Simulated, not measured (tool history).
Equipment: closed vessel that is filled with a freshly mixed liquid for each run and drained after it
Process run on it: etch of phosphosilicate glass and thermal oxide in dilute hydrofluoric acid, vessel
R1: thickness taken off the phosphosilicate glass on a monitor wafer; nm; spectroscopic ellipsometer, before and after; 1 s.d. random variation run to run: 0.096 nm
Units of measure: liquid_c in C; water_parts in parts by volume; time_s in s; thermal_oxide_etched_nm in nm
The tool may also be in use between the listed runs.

Run 1, hour 0: liquid_c 24 C, water_parts 265 parts by volume, time_s 60 s. Result: R1 26.503 nm, thermal_oxide_etched_nm 0.91948 nm.
Run 2, hour 3.1: liquid_c 23 C, water_parts 265 parts by volume, time_s 60 s. Result: R1 25.674 nm, thermal_oxide_etched_nm 0.83706 nm.
Run 3, hour 7.8: liquid_c 22.5 C, water_parts 265 parts by volume, time_s 60 s. Result: R1 25.067 nm, thermal_oxide_etched_nm 0.77815 nm.
Run 4, hour 15.5: liquid_c 24 C, water_parts 265 parts by volume, time_s 60 s. Result: R1 26.427 nm, thermal_oxide_etched_nm 0.87711 nm.
Run 5, hour 20.8: liquid_c 24 C, water_parts 320 parts by volume, time_s 60 s. Result: R1 20.79 nm, thermal_oxide_etched_nm 0.72178 nm.
Run 6, hour 22.3: liquid_c 24 C, water_parts 315 parts by volume, time_s 60 s. Result: R1 21.179 nm, thermal_oxide_etched_nm 0.69777 nm.

Estimate the outcome of run 7 from the log above:
Run 7, hour 28.8: liquid_c 24.5 C, water_parts 315 parts by volume, time_s 60 s. Result: R1 ?, thermal_oxide_etched_nm ?.

Run 7 produced R1 21.545 nm, thermal_oxide_etched_nm 0.75495 nm.

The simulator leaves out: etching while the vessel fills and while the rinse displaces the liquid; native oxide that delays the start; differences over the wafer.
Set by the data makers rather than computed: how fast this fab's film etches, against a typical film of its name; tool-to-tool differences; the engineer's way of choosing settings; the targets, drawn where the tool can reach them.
